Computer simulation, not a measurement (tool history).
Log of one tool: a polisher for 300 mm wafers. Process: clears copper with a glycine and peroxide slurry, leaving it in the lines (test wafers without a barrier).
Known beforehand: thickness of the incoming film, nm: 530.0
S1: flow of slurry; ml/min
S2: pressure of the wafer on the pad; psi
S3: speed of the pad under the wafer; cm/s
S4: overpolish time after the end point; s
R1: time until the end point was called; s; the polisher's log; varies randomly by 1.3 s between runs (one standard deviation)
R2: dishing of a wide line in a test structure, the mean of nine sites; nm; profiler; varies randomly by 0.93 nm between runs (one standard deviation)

run	hour	S1	S2	S3	S4	R1	R2
1	0.0	245	1.9	90	13	134.11	29.210
2	2.6	245	2.0	90	14	126.45	32.149
3	5.0	210	2.0	90	14	130.44	31.502
4	12.0	210	2.2	90	14	121.83	32.924
5	19.5	210	2.4	90	14	116.84	34.318
6	24.1	210	2.5	90	15	108.48	37.229
7	28.5	210	2.5	90	16	108.58	39.423
8	33.3	210	2.5	90	17	110.59	39.486
9	35.3	210	2.5	90	18	111.41	41.120
10	43.3	215	2.5	90	19	110.27	43.971

What does the tool deliver on the next run?
11	44.4	220	2.6	90	20	?	?

Run 11 measured R1 104.05 s, R2 43.843 nm.
